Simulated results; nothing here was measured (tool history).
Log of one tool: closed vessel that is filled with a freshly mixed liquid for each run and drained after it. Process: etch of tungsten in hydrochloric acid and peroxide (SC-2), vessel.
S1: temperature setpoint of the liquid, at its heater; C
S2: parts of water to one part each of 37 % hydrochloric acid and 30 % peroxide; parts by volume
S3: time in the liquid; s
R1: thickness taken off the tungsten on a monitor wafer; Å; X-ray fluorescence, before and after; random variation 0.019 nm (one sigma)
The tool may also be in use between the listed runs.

| run | hour | S1 | S2 | S3 | R1 |
|---|---|---|---|---|---|
| 1 | 0.0 | 54.0 | 5.5 | 30 | 77.460 |
| 2 | 5.2 | 50.5 | 5.5 | 30 | 60.913 |
| 3 | 12.7 | 48.0 | 5.5 | 30 | 52.117 |
| 4 | 16.4 | 48.0 | 5.5 | 30 | 51.749 |
| 5 | 20.9 | 46.5 | 5.5 | 30 | 46.809 |
| 6 | 29.0 | 45.0 | 5.5 | 30 | 42.147 |

The next listed run, before its measurement:
| 7 | 36.6 | 40.0 | 5.5 | 30 | ? |

R1: 29.698 Å
